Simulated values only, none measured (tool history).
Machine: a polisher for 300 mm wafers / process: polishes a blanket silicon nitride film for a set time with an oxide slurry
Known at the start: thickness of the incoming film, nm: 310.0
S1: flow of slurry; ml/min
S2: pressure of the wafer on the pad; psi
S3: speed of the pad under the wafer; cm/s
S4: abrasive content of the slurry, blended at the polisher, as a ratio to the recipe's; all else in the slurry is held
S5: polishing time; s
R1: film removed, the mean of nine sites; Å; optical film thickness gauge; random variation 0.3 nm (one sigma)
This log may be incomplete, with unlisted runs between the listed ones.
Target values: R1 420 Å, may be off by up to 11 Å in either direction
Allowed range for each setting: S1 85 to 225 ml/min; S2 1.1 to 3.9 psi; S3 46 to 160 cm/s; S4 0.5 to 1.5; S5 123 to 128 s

run,hour,S1,S2,S3,S4,S5,R1
1,0,145,2.5,102,1,123,547.79
2,3.6,140,2.4,102,1,123,530.11
3,6,155,2.4,102,1,123,543.75
4,8.8,155,2.7,102,1,123,579.79
5,14.3,155,2.7,92,1,123,533.82
6,23,155,2.6,92,1,123,526.25
7,23.6,150,2.5,92,1,123,506.38
8,32.4,150,2.4,92,1,123,501.06
9,39.9,150,2.3,92,1,123,486.66

Which single option among these 4 for the next run brings every result within its allowed miss of target? Just one does.
A,47.4,135,2.3,126,1,123,?
B,47.4,125,2.4,96,0.75,124,?
C,47.4,175,2.1,98,0.8,126,?
D,47.4,175,2.7,72,0.95,126,?

move,R1
A,612.45
B,394.57
C,424.99
D,443.65
A: its largest miss is bigger than the last run's
B: takes the result that was furthest off past its target
C: every result lands within tolerance
D: gains on the last run, yet a result remains outside its allowed miss
C meets every target.
